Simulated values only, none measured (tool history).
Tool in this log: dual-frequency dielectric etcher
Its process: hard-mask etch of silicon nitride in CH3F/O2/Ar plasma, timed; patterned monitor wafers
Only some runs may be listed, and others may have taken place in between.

| run | hour | source power (W) | bias power (W) | etch time (s) | mean etch depth across the wafer (angstrom) |
|---|---|---|---|---|---|
| 1 | 0.0 | 550 | 102 | 262.0 | 2171.2 |
| 2 | 6.6 | 530 | 101 | 262.0 | 2122.0 |
| 3 | 10.6 | 520 | 100 | 262.0 | 2101.2 |
| 4 | 17.8 | 520 | 100 | 273.0 | 2166.9 |
| 5 | 19.0 | 520 | 93 | 273.0 | 2091.3 |
| 6 | 24.2 | 520 | 100 | 273.0 | 2172.2 |
| 7 | 28.4 | 500 | 100 | 273.0 | 2133.1 |
| 8 | 30.8 | 490 | 100 | 273.0 | 2110.2 |
| 9 | 34.7 | 480 | 100 | 273.0 | 2082.8 |
| 10 | 36.3 | 480 | 100 | 273.0 | 2083.2 |

Forecast run 11:
| 11 | 39.3 | 420 | 97 | 272.5 | ? |

Run 11 yielded mean etch depth across the wafer (angstrom) 1895.4.

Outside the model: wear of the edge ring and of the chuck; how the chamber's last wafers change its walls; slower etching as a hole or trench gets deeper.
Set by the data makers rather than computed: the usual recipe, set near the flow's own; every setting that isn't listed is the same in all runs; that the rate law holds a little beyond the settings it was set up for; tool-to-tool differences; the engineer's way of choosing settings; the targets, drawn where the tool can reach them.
